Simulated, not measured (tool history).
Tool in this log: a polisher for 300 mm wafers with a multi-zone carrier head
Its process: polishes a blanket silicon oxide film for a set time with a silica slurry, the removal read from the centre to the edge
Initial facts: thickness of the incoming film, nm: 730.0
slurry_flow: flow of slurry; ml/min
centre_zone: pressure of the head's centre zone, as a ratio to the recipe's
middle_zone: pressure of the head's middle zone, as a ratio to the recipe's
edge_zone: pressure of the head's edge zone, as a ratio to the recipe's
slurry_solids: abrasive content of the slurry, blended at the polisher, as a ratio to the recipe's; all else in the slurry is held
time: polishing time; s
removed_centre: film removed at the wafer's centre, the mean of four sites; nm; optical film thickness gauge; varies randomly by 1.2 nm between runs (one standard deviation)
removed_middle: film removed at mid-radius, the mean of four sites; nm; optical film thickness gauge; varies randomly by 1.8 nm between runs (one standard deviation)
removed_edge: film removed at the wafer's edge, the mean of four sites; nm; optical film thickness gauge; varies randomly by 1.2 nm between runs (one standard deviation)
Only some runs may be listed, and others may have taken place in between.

| run | hour | slurry_flow | centre_zone | middle_zone | edge_zone | slurry_solids | time | removed_centre | removed_middle | removed_edge |
|---|---|---|---|---|---|---|---|---|---|---|
| 1 | 0.0 | 140 | 1.00 | 1.00 | 1.00 | 1.00 | 32 | 164.28 | 166.10 | 160.33 |
| 2 | 7.0 | 140 | 0.96 | 1.00 | 1.00 | 1.00 | 32 | 157.55 | 167.69 | 161.61 |
| 3 | 12.6 | 140 | 0.96 | 1.00 | 1.00 | 1.15 | 32 | 165.69 | 172.91 | 172.39 |
| 4 | 18.7 | 140 | 0.96 | 1.00 | 0.95 | 1.15 | 32 | 167.48 | 172.57 | 167.77 |
| 5 | 20.3 | 140 | 0.96 | 1.00 | 0.95 | 1.15 | 37 | 196.36 | 203.57 | 194.79 |
| 6 | 28.8 | 130 | 0.96 | 0.94 | 0.94 | 0.95 | 36 | 170.08 | 169.11 | 172.38 |
| 7 | 31.1 | 130 | 0.96 | 0.94 | 0.94 | 0.95 | 36 | 173.95 | 169.84 | 172.03 |

Run 8, settings as shown, results not yet in. Your forecast:
| 8 | 38.0 | 130 | 0.96 | 0.94 | 0.94 | 0.95 | 36 | ? | ? | ? |

{"run 8": {"removed_centre": 174.41, "removed_middle": 169.87, "removed_edge": 174.89}}
